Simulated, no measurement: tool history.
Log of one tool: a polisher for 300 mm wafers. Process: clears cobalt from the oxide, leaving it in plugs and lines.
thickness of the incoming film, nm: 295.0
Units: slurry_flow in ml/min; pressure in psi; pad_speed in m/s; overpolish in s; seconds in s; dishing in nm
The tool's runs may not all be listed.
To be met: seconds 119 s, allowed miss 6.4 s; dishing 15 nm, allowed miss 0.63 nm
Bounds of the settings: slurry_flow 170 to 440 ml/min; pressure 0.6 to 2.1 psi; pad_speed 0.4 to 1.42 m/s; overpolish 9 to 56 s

| run | hour | slurry_flow | pressure | pad_speed | overpolish | seconds | dishing |
|---|---|---|---|---|---|---|---|
| 1 | 0 | 280 | 1.3 | 0.9 | 29 | 81.229 | 26.37 |
| 2 | 5.6 | 235 | 1.3 | 0.9 | 29 | 83.08 | 26.628 |
| 3 | 8.2 | 235 | 1.5 | 0.9 | 29 | 73.137 | 26.819 |
| 4 | 9 | 235 | 1.5 | 0.72 | 29 | 91.277 | 26.286 |
| 5 | 14.9 | 305 | 1.5 | 0.72 | 29 | 86.511 | 27.029 |
| 6 | 16 | 275 | 1.3 | 0.78 | 25 | 94.517 | 25.786 |
| 7 | 23.4 | 250 | 1.1 | 0.82 | 22 | 105.73 | 24.595 |
| 8 | 28.9 | 235 | 1 | 0.86 | 19 | 110.48 | 22.892 |
| 9 | 36 | 220 | 0.9 | 0.9 | 17 | 120.62 | 21.201 |
| 10 | 36.7 | 210 | 0.8 | 0.96 | 15 | 127.59 | 19.316 |
| 11 | 38.1 | 200 | 0.8 | 1.04 | 14 | 114.94 | 19.392 |
| 12 | 46.4 | 195 | 0.8 | 1.08 | 13 | 115.49 | 18.943 |
| 13 | 53.3 | 190 | 0.8 | 1.12 | 12 | 111.31 | 18.063 |

4 next moves are on the table. One of them brings every result within its allowed miss. Which?
| A | 60.2 | 215 | 0.6 | 1.38 | 9 | ? | ? |
| B | 60.2 | 185 | 0.9 | 1.08 | 17 | ? | ? |
| C | 60.2 | 170 | 0.8 | 1.22 | 9 | ? | ? |
| D | 60.2 | 225 | 0.6 | 1.14 | 9 | ? | ? |

| move | seconds | dishing |
|---|---|---|
| A | 120.58 | 14.921 |
| B | 106.86 | 22.192 |
| C | 107.82 | 15.996 |
| D | 144.43 | 13.221 |
A: meets every target
B: further off than the last run
C: nearer than the last run, and not there yet
D: takes the result that was furthest off past its target
Move A is the one to make.
